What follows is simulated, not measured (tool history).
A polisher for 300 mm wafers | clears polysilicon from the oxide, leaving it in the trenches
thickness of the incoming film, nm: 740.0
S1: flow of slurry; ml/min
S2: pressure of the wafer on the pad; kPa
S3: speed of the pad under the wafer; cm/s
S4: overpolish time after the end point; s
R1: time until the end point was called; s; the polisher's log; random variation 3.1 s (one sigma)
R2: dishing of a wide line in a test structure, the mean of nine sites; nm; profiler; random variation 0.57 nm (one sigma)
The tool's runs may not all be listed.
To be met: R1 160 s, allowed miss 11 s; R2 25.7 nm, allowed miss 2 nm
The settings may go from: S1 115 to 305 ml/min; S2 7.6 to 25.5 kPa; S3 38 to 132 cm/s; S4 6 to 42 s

run,day,S1,S2,S3,S4,R1,R2
1,0,195,16.5,84,21,62.297,37.243
2,0.058,190,13.8,74,17,83.091,35.359
3,0.35,150,13.8,74,17,88.644,33.535
4,0.442,140,11.7,70,14,109.35,35.144
5,0.654,140,8.3,70,14,148.63,31.215
6,0.908,140,11.7,70,14,109.49,34.907
7,0.983,140,10.3,70,20,124.62,33.267
8,1.138,140,7.6,74,30,155.08,34.65
9,1.292,135,7.6,72,23,165.34,33.015
10,1.479,145,7.6,70,18,165.87,32.561
11,1.796,135,7.6,70,15,165.22,31.73
12,2.142,145,7.6,70,12,165.15,29.521

4 next moves are on the table. One of them brings every result within its allowed miss. Which?
A,2.488,125,8.3,66,14,?,?
B,2.488,115,13.1,42,26,?,?
C,2.488,125,7.6,62,10,?,?
D,2.488,140,8.3,68,9,?,?

move,R1,R2
A,166.67,29.323
B,169.11,33.32
C,192.06,23.919
D,157.74,25.044
A: nearer than the last run, and not there yet
B: further off than the last run
C: brings the result that was furthest off to its target, and leaves another outside
D: meets every target
Answer: D
